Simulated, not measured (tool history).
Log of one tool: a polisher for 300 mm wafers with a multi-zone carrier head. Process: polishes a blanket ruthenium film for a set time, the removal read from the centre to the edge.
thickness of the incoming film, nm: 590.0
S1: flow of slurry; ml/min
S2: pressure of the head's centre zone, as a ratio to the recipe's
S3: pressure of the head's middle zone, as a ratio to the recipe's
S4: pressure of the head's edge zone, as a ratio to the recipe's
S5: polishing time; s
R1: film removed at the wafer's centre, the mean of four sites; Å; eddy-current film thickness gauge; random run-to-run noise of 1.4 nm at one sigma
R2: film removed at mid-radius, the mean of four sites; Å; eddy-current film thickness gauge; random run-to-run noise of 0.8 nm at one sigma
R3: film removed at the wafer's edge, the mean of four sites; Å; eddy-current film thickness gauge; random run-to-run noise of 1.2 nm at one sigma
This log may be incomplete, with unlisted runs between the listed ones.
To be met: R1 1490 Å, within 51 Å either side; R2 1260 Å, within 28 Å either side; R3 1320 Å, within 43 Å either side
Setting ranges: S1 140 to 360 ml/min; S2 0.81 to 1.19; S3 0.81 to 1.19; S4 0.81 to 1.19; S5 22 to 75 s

run	hour	S1	S2	S3	S4	S5	R1	R2	R3
1	0	230	1	1	1	48	863.38	852.9	922.42
2	3.2	250	1.05	1.02	1.02	51	984.38	927.02	999.82
3	7.9	265	1.08	1.04	1.04	54	1088.9	1009.7	1056.9
4	13.7	265	1.08	1.04	1.04	43	851.26	803.27	842.35
5	14.4	270	1.1	1.05	1.06	48	988.21	883.53	953.67
6	23	270	1.1	1.05	1.09	48	984.2	899.5	960.91
7	31.7	275	1.12	1.06	1.11	51	1060	959.31	1021.7
8	32.7	285	1.14	1.07	1.12	54	1174.4	1032.5	1096.2
9	37.2	290	1.15	1.08	1.13	56	1197.2	1075	1143.5
# hour 44.3: edge zone pressure recalibrated
10	44.3	295	1.16	1.08	1.11	58	1255.3	1118.6	1130
11	51.4	295	1.17	1.07	1.12	60	1323.7	1147.1	1152.1
12	56.9	290	1.17	1.07	1.14	61	1323	1166.8	1205
13	63.9	300	1.17	1.06	1.15	62	1345.7	1180.9	1231.2
14	66.1	295	1.17	1.05	1.15	63	1379.6	1182.6	1248.9
15	74.4	300	1.17	1.05	1.16	64	1411.1	1202.9	1264.4
16	78.5	300	1.17	1.05	1.17	65	1447.1	1233	1305.5

Pick the move, out of 5, that brings all results within their allowed miss; only one does.
A	82.6	305	1.13	1	1.18	66	?	?	?
B	82.6	355	1.14	0.99	1.19	64	?	?	?
C	82.6	290	1.1	0.93	1.19	68	?	?	?
D	82.6	290	1.14	0.99	1.04	70	?	?	?
E	82.6	295	1.19	0.98	1.19	66	?	?	?

move	R1	R2	R3
A	1369.5	1201	1333.2
B	1359.3	1171.5	1311.2
C	1365.4	1169.1	1375
D	1457.6	1258.7	1333
E	1437.5	1179.5	1335.5
A: moves away from the targets compared with the last run
B: moves away from the targets compared with the last run
C: moves away from the targets compared with the last run
D: all results in spec
E: moves away from the targets compared with the last run
The move that meets every target is D.
